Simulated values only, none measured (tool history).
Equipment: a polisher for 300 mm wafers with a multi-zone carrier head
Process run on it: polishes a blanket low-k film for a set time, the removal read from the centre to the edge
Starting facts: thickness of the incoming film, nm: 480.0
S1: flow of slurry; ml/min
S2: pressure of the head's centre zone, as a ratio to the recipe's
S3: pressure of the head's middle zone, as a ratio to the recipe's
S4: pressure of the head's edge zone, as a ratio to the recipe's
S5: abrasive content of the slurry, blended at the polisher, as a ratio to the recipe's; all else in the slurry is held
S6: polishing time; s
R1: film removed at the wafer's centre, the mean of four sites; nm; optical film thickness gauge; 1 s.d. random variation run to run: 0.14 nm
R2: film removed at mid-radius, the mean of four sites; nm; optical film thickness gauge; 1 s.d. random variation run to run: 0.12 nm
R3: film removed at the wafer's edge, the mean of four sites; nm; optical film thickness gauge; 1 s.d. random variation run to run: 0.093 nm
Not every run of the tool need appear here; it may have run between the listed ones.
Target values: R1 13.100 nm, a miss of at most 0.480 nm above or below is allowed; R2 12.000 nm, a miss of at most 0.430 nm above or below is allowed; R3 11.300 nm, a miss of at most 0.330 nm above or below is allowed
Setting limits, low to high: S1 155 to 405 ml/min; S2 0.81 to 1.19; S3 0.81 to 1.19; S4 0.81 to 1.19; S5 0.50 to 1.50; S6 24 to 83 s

run    day   S1    S2    S3    S4    S5  S6      R1      R2      R3
  1  0.000  260  1.00  1.00  1.00  1.00  53  11.618  12.921  12.972
  2  0.033  285  1.00  1.00  1.00  1.00  53  11.792  12.864  12.712
  3  0.096  225  1.00  1.00  1.00  1.00  53  11.449  12.754  12.456
  4  0.346  220  1.02  1.00  0.99  1.00  53  11.458  12.740  12.391
  5  0.712  220  1.02  1.00  0.99  1.20  53  12.488  13.564  13.445
  6  1.088  280  1.02  1.00  0.99  1.20  53  13.110  14.206  14.054
  7  1.142  275  1.04  0.99  0.97  1.20  53  13.321  13.890  13.742
  8  1.321  275  1.04  0.99  0.97  1.20  53  13.081  14.018  13.701
  9  1.504  270  1.06  0.97  0.95  1.20  53  13.572  13.650  13.605
 10  1.833  265  1.07  0.97  0.93  1.20  53  13.815  13.566  13.428
     2.029  -- centre zone pressure recalibrated
 11  2.029  260  1.07  0.97  0.92  1.20  53  14.800  13.581  13.282
 12  2.383  255  1.06  0.97  0.92  1.15  53  14.728  13.277  13.056
 13  2.425  250  1.00  0.98  0.82  0.90  52  11.723  11.686  10.696
 14  2.796  255  1.01  0.98  0.82  0.90  52  11.938  11.688  10.868
 15  3.038  260  1.02  0.98  0.82  0.90  52  11.955  11.724  10.885
 16  3.125  265  1.03  0.98  0.82  0.90  52  12.167  11.590  10.676

Of the 5 settings listed for the next run, only one would bring every result within its allowed miss of target. Which one?
  A  3.212  285  1.06  0.96  0.82  0.95  52   ?   ?   ?
  B  3.212  230  0.92  0.91  0.99  0.80  56   ?   ?   ?
  C  3.212  225  0.94  0.95  0.95  0.85  56   ?   ?   ?
  D  3.212  255  0.94  1.03  1.00  1.25  44   ?   ?   ?
  E  3.212  255  0.96  0.90  0.92  1.05  48   ?   ?   ?

move      R1      R2      R3
   A  12.799  11.985  11.223
   B  10.543  11.017  11.750
   C  11.120  11.714  11.897
   D  10.773  11.981  11.724
   E  11.079  10.990  11.371
A: meets every target
B: further off than the last run
C: further off than the last run
D: further off than the last run
E: further off than the last run
A is the move that brings every result within its allowed miss.
